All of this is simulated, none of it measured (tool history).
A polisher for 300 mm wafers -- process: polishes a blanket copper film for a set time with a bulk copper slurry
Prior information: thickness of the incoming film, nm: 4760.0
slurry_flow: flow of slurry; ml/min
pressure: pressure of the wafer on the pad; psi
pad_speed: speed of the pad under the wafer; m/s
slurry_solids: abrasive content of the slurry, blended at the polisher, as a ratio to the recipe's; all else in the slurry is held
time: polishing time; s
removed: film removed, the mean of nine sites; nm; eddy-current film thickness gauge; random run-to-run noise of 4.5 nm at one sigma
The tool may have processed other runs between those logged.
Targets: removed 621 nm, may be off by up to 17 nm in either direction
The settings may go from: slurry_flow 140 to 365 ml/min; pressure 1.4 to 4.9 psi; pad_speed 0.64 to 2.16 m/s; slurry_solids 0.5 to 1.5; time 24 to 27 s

| run | hour | slurry_flow | pressure | pad_speed | slurry_solids | time | removed |
|---|---|---|---|---|---|---|---|
| 1 | 0 | 235 | 3.1 | 1.4 | 1 | 27 | 425.44 |
| 2 | 7 | 235 | 3.1 | 1.4 | 1 | 24 | 376.97 |
| 3 | 8.6 | 235 | 3.1 | 1.4 | 1 | 27 | 415.96 |
| 4 | 16.8 | 235 | 3.1 | 1.28 | 1 | 27 | 389.57 |
| 5 | 24.7 | 240 | 3.4 | 1.28 | 1 | 27 | 424 |
| 6 | 29.4 | 240 | 3 | 1.28 | 1 | 27 | 384.76 |
| 7 | 33 | 255 | 3.3 | 1.28 | 1 | 27 | 417.62 |
| 8 | 38.1 | 260 | 3.6 | 1.28 | 1 | 27 | 458.48 |
| 9 | 39.3 | 265 | 3.8 | 1.28 | 1 | 27 | 484.4 |
| 10 | 42.5 | 270 | 4 | 1.28 | 1 | 27 | 503.07 |
| 11 | 48.8 | 275 | 4.2 | 1.28 | 1 | 27 | 529.49 |
| 12 | 52.9 | 280 | 4.3 | 1.28 | 1 | 27 | 552.64 |
| 13 | 61.1 | 280 | 4.3 | 1.28 | 1 | 27 | 536.66 |
| 14 | 62 | 280 | 4.3 | 1.28 | 1 | 27 | 549.16 |
| 15 | 67.7 | 285 | 4.4 | 1.28 | 1 | 27 | 552.02 |

Exactly one of the 5 candidate moves below puts every result within its allowed miss. Which one?
| A | 73.4 | 260 | 4.9 | 1.24 | 1 | 26 | ? |
| B | 73.4 | 290 | 4.7 | 1.24 | 1.05 | 27 | ? |
| C | 73.4 | 235 | 4.9 | 1.24 | 0.9 | 27 | ? |
| D | 73.4 | 350 | 4.9 | 1.22 | 1.15 | 27 | ? |
| E | 73.4 | 270 | 4.6 | 1.3 | 0.95 | 27 | ? |

| move | removed |
|---|---|
| A | 574.69 |
| B | 584.77 |
| C | 577.28 |
| D | 622.44 |
| E | 579.28 |
A: closer than the last run, but not yet in spec
B: closer than the last run, but not yet in spec
C: closer than the last run, but not yet in spec
D: all results in spec
E: closer than the last run, but not yet in spec
Answer: D

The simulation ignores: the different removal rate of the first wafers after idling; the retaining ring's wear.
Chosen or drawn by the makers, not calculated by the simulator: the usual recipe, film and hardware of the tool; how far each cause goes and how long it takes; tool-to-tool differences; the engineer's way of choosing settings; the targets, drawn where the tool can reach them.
